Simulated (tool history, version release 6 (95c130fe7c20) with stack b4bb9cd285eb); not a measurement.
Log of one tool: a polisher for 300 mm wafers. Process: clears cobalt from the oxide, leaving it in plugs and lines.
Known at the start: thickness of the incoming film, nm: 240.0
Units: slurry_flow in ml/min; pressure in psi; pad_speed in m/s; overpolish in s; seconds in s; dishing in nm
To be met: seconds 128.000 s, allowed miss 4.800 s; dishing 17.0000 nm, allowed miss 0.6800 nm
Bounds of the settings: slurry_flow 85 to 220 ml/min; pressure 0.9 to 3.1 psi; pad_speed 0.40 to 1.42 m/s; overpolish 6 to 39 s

| run | hour | slurry_flow | pressure | pad_speed | overpolish | seconds | dishing |
|---|---|---|---|---|---|---|---|
| 1 | 0.0 | 140 | 2.0 | 0.90 | 20 | 55.136 | 27.6180 |
| 2 | 1.4 | 155 | 2.0 | 0.90 | 20 | 53.887 | 27.8410 |
| 3 | 3.5 | 145 | 1.9 | 0.88 | 18 | 59.352 | 26.9280 |
| 4 | 11.1 | 145 | 1.6 | 0.88 | 18 | 69.754 | 25.7340 |
| 5 | 17.9 | 145 | 1.6 | 0.96 | 18 | 64.484 | 26.1170 |
| 6 | 18.7 | 140 | 1.5 | 0.94 | 17 | 71.301 | 24.8990 |
| 7 | 24.6 | 100 | 0.9 | 0.78 | 7 | 146.810 | 9.0140 |
| 8 | 25.2 | 110 | 0.9 | 0.76 | 8 | 144.410 | 10.2110 |
| 9 | 33.2 | 120 | 0.9 | 0.76 | 8 | 142.490 | 10.3670 |
| 10 | 34.4 | 160 | 0.9 | 0.76 | 18 | 132.980 | 19.1700 |
| 11 | 39.9 | 160 | 0.9 | 0.76 | 18 | 133.850 | 19.2930 |
| 12 | 47.7 | 150 | 1.0 | 0.76 | 17 | 121.710 | 19.7540 |
| 13 | 49.8 | 145 | 1.0 | 0.76 | 17 | 123.020 | 19.5240 |
|  | 53.1 | head pressure recalibrated |
| 14 | 53.1 | 135 | 1.0 | 0.76 | 16 | 113.760 | 19.4420 |
| 15 | 56.1 | 135 | 1.0 | 0.76 | 16 | 114.850 | 19.4680 |
| 16 | 64.9 | 140 | 1.0 | 0.76 | 16 | 114.730 | 19.6440 |
| 17 | 68.4 | 145 | 1.0 | 0.76 | 16 | 113.520 | 19.7240 |
| 18 | 70.8 | 140 | 1.0 | 0.76 | 16 | 113.310 | 20.1730 |
| 19 | 76.3 | 145 | 1.0 | 0.76 | 16 | 113.820 | 19.9080 |
| 20 | 79.9 | 185 | 0.9 | 0.60 | 6 | 145.290 | 8.1163 |
| 21 | 82.2 | 145 | 1.3 | 0.62 | 7 | 106.420 | 12.0120 |
| 22 | 90.9 | 140 | 1.3 | 0.60 | 7 | 107.850 | 11.6900 |
| 23 | 100.0 | 180 | 0.9 | 0.56 | 17 | 155.810 | 16.9910 |
| 24 | 101.9 | 180 | 1.0 | 0.58 | 16 | 136.200 | 17.7150 |
| 25 | 104.1 | 185 | 1.0 | 0.60 | 16 | 132.740 | 17.8230 |

Which of these 5 next moves meets every target?
| A | 106.3 | 220 | 1.1 | 0.54 | 17 | ? | ? |
| B | 106.3 | 185 | 1.1 | 0.48 | 18 | ? | ? |
| C | 106.3 | 190 | 1.1 | 0.56 | 14 | ? | ? |
| D | 106.3 | 165 | 0.9 | 0.62 | 16 | ? | ? |
| E | 106.3 | 190 | 1.0 | 0.54 | 14 | ? | ? |

| move | seconds | dishing |
|---|---|---|
| A | 128.320 | 19.3130 |
| B | 143.790 | 18.7050 |
| C | 127.190 | 17.2200 |
| D | 144.890 | 17.2890 |
| E | 143.180 | 15.9520 |
A: further off than the last run
B: further off than the last run
C: meets every target
D: brings the result that was furthest off to its target, and leaves another outside
E: takes the result that was furthest off past its target
The right move is C.
